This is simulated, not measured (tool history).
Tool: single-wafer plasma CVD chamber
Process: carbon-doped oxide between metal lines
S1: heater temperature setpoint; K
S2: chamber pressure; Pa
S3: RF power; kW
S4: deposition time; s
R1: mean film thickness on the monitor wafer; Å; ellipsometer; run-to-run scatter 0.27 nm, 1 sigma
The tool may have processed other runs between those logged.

run 1 hour=0 | S1=648.15 S2=913 S3=0.605 S4=15 | R1=919.47
run 2 hour=4.2 | S1=642.15 S2=913 S3=0.605 S4=15 | R1=924.32
run 3 hour=10.1 | S1=648.15 S2=913 S3=0.605 S4=15 | R1=915.61
run 4 hour=14.9 | S1=648.15 S2=1023 S3=0.605 S4=15 | R1=923.81
run 5 hour=19.6 | S1=649.15 S2=1012 S3=0.58 S4=15 | R1=881.47
run 6 hour=23 | S1=651.15 S2=1011 S3=0.57 S4=15 | R1=871.37
run 7 hour=29.7 | S1=652.15 S2=1005 S3=0.56 S4=15 | R1=855.83
run 8 hour=33.1 | S1=654.15 S2=999 S3=0.555 S4=15 | R1=843.64

For run 9, what comes out?
run 9 hour=34.2 | S1=655.15 S2=993 S3=0.55 S4=15 | R1=?

For run 9 the tool returned R1 842.5 Å.

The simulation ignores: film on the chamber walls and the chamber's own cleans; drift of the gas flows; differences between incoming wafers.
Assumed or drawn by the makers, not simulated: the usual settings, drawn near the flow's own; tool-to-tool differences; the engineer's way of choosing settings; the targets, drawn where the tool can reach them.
